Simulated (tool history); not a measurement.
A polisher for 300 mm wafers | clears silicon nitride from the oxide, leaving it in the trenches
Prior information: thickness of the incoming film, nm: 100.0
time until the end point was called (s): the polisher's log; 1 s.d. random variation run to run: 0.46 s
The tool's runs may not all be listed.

run,hour,flow of slurry (ml/min),pressure of the wafer on the pad (psi),speed of the pad under the wafer (m/s),overpolish time after the end point (s),time until the end point was called (s)
1,0,185,3.2,1.22,11,63.779
2,7.5,185,3.6,1.22,11,55.563
3,9.2,145,3.6,1.22,11,60.121
4,12.8,170,3.6,1.22,11,57.134
5,21.3,140,3.6,1.22,11,59.297
6,27.9,150,3.9,1.22,11,53.239

Run 7, settings as shown, results not yet in. Your forecast:
7,31.5,165,4.1,1.22,11,?

{"run 7": {"time until the end point was called (s)": 52.013}}
